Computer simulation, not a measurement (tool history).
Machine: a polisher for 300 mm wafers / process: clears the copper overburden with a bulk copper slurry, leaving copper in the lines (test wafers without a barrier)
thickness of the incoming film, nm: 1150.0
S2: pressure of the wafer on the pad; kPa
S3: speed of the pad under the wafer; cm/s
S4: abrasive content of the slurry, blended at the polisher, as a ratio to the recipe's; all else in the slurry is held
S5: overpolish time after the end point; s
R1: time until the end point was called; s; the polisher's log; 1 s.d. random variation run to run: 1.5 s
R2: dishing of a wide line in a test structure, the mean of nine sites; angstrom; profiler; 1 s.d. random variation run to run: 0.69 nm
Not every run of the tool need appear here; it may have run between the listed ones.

{"run": 1, "hour": 0.0, "flow of slurry (ml/min)": 140, "S2": 23.4, "S3": 82, "S4": 1.0, "S5": 18, "R1": 122.18, "R2": 1105.9}
{"run": 2, "hour": 1.8, "flow of slurry (ml/min)": 145, "S2": 19.3, "S3": 94, "S4": 1.05, "S5": 14, "R1": 123.42, "R2": 841.77}
{"run": 3, "hour": 5.1, "flow of slurry (ml/min)": 160, "S2": 16.5, "S3": 102, "S4": 1.2, "S5": 11, "R1": 127.43, "R2": 685.72}
{"run": 4, "hour": 12.4, "flow of slurry (ml/min)": 160, "S2": 16.5, "S3": 102, "S4": 1.4, "S5": 11, "R1": 124.49, "R2": 714.57}
{"run": 5, "hour": 19.0, "flow of slurry (ml/min)": 180, "S2": 15.2, "S3": 110, "S4": 1.15, "S5": 9, "R1": 127.38, "R2": 589.93}
{"run": 6, "hour": 27.3, "flow of slurry (ml/min)": 180, "S2": 15.2, "S3": 110, "S4": 1.15, "S5": 15, "R1": 127.42, "R2": 855.44}
{"run": 7, "hour": 29.0, "flow of slurry (ml/min)": 170, "S2": 15.2, "S3": 114, "S4": 0.95, "S5": 12, "R1": 128.66, "R2": 724.24}

Expected results for the next run?
{"run": 8, "hour": 35.4, "flow of slurry (ml/min)": 185, "S2": 14.5, "S3": 118, "S4": 1.1, "S5": 10, "R1": "?", "R2": "?"}

Run 8 came out at R1 122.86 s, R2 646.07 angstrom.
